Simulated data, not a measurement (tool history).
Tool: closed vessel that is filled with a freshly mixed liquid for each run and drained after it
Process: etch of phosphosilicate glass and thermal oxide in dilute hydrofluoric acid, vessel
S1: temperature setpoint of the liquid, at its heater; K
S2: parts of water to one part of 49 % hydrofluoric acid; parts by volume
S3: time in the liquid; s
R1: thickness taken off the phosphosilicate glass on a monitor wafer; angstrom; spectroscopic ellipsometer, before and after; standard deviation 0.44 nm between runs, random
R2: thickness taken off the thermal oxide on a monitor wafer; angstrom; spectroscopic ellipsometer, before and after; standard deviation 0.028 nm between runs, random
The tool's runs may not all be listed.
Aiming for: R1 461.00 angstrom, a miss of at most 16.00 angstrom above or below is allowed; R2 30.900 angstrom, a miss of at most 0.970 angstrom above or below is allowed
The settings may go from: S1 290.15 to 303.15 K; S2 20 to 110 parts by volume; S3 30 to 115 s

run 1 hour=0.0 | S1=295.15 S2=60 S3=60 | R1=681.89 R2=45.615
run 2 hour=1.1 | S1=295.15 S2=60 S3=75 | R1=856.57 R2=57.064
run 3 hour=9.2 | S1=292.65 S2=60 S3=75 | R1=770.99 R2=50.894
run 4 hour=10.0 | S1=296.15 S2=60 S3=75 | R1=888.51 R2=58.716
run 5 hour=19.0 | S1=296.15 S2=60 S3=95 | R1=1111.10 R2=75.274
run 6 hour=23.6 | S1=295.15 S2=65 S3=95 | R1=978.25 R2=65.529
run 7 hour=27.3 | S1=294.15 S2=70 S3=95 | R1=876.13 R2=58.292
run 8 hour=34.6 | S1=293.65 S2=75 S3=95 | R1=796.30 R2=52.811
run 9 hour=42.5 | S1=293.15 S2=80 S3=95 | R1=718.90 R2=48.521
run 10 hour=49.5 | S1=291.15 S2=105 S3=95 | R1=490.32 R2=33.117
run 11 hour=52.7 | S1=290.65 S2=105 S3=95 | R1=474.62 R2=32.112

Exercise: of the 4 proposed moves below, exactly one satisfies all targets within the stated allowed misses. Which move is it?
run A hour=55.9 | S1=291.15 S2=90 S3=75 | R1=? R2=?
run B hour=55.9 | S1=290.15 S2=90 S3=85 | R1=? R2=?
run C hour=55.9 | S1=290.15 S2=75 S3=70 | R1=? R2=?
run D hour=55.9 | S1=291.65 S2=105 S3=80 | R1=? R2=?

move=A R1=458.27 R2=31.349
move=B R1=497.88 R2=34.059
move=C R1=499.97 R2=34.202
move=D R1=420.99 R2=28.799
A: meets every target
B: its largest miss is bigger than the last run's
C: its largest miss is bigger than the last run's
D: carries the result that was furthest off beyond its target, to the other side
A meets every target.
